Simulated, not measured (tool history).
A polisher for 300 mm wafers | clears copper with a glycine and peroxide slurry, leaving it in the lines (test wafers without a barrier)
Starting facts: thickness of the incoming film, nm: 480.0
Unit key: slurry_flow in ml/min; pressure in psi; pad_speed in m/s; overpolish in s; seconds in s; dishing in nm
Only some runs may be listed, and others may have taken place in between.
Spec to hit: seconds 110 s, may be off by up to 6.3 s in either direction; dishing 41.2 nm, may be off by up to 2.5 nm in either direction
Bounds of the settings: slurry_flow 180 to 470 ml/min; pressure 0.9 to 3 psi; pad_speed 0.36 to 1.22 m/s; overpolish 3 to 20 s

Run 1, hour 0: slurry_flow 300 ml/min, pressure 1.9 psi, pad_speed 0.78 m/s, overpolish 10 s. Result: seconds 151.52 s, dishing 24.473 nm.
Run 2, hour 0.6: slurry_flow 300 ml/min, pressure 1.9 psi, pad_speed 0.78 m/s, overpolish 14 s. Result: seconds 150.24 s, dishing 33.136 nm.
Run 3, hour 3.2: slurry_flow 300 ml/min, pressure 1.9 psi, pad_speed 0.94 m/s, overpolish 14 s. Result: seconds 131.34 s, dishing 38.078 nm.
Run 4, hour 11.2: slurry_flow 300 ml/min, pressure 1.9 psi, pad_speed 0.84 m/s, overpolish 14 s. Result: seconds 142.02 s, dishing 34.868 nm.
Run 5, hour 17.4: slurry_flow 300 ml/min, pressure 1.4 psi, pad_speed 0.84 m/s, overpolish 14 s. Result: seconds 179.88 s, dishing 28.492 nm.
Run 6, hour 21.9: slurry_flow 300 ml/min, pressure 1.4 psi, pad_speed 0.84 m/s, overpolish 12 s. Result: seconds 178.1 s, dishing 25.644 nm.
Run 7, hour 27.4: slurry_flow 300 ml/min, pressure 1.6 psi, pad_speed 0.86 m/s, overpolish 12 s. Result: seconds 159.41 s, dishing 27.57 nm.
Run 8, hour 32.8: slurry_flow 300 ml/min, pressure 1.8 psi, pad_speed 0.86 m/s, overpolish 12 s. Result: seconds 149.39 s, dishing 30.06 nm.
Run 9, hour 33.7: slurry_flow 300 ml/min, pressure 1.9 psi, pad_speed 0.86 m/s, overpolish 12 s. Result: seconds 138.94 s, dishing 30.891 nm.

Exercise: of the 5 proposed moves below, exactly one satisfies all targets within the stated allowed misses. Which move is it?
Run A, hour 34.6: slurry_flow 290 ml/min, pressure 2 psi, pad_speed 0.74 m/s, overpolish 8 s. Result: seconds ?, dishing ?.
Run B, hour 34.6: slurry_flow 285 ml/min, pressure 2.4 psi, pad_speed 0.96 m/s, overpolish 13 s. Result: seconds ?, dishing ?.
Run C, hour 34.6: slurry_flow 265 ml/min, pressure 2.2 psi, pad_speed 1.06 m/s, overpolish 7 s. Result: seconds ?, dishing ?.
Run D, hour 34.6: slurry_flow 365 ml/min, pressure 1.3 psi, pad_speed 0.76 m/s, overpolish 14 s. Result: seconds ?, dishing ?.
Run E, hour 34.6: slurry_flow 245 ml/min, pressure 2.2 psi, pad_speed 1.06 m/s, overpolish 11 s. Result: seconds ?, dishing ?.

move  seconds  dishing
   A   153.18   20.439
   B   112.78   41.424
   C    113.6    23.71
   D   197.39   26.981
   E   114.66    35.23
A: misses by more than the last run did
B: hits every target within its allowed miss
C: brings the result that was furthest off to its target, and leaves another outside
D: misses by more than the last run did
E: brings the result that was furthest off to its target, and leaves another outside
The move that meets every target is B.
